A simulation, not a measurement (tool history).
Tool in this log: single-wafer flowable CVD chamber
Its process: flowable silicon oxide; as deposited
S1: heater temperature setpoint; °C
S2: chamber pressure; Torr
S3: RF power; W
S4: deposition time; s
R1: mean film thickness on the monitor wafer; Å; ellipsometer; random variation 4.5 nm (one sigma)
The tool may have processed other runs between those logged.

run  hour   S1     S2    S3   S4      R1
  1   0.0  105  0.833  1505  616  3142.3
  2   5.6  105  0.833  1505  616  3101.6
  3   9.4  105  0.967  1505  616  3615.0
  4  15.0  105  0.967  1370  616  3461.5
  5  18.0   98  0.993  1375  616  4468.8
  6  20.1   98  1.083  1375  616  4855.3
  7  23.0   93  1.092  1375  616  5829.2

Run 8 comes next. What will it give?
  8  29.8  90  1.094  1375  616   ?

{"run 8": {"R1": 6357.2}}
